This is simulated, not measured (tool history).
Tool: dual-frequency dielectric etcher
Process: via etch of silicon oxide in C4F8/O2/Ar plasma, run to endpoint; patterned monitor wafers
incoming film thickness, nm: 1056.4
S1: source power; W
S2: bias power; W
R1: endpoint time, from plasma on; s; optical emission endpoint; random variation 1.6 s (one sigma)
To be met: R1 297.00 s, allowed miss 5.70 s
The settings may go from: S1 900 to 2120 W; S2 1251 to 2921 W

run,hour,S1,S2,R1
1,0.0,1510,2086,271.76
2,8.5,1740,2086,256.99
3,10.2,1610,2045,266.15
4,18.8,1610,2289,257.59
5,22.8,1610,1997,268.35
6,27.7,1610,1851,273.91
7,31.9,1540,1828,276.40
8,33.9,1470,1797,283.03
9,34.7,1470,1797,279.38
10,40.4,1400,1757,290.33
11,47.2,1380,1750,289.02

Which of these 4 next moves meets every target?
A,54.0,1430,1355,?
B,54.0,1470,1926,?
C,54.0,1390,1623,?
D,54.0,1460,1782,?

move,R1
A,308.66
B,280.63
C,298.47
D,286.90
A: takes the result that was furthest off past its target
B: further off than the last run
C: meets every target
D: further off than the last run
Answer: C
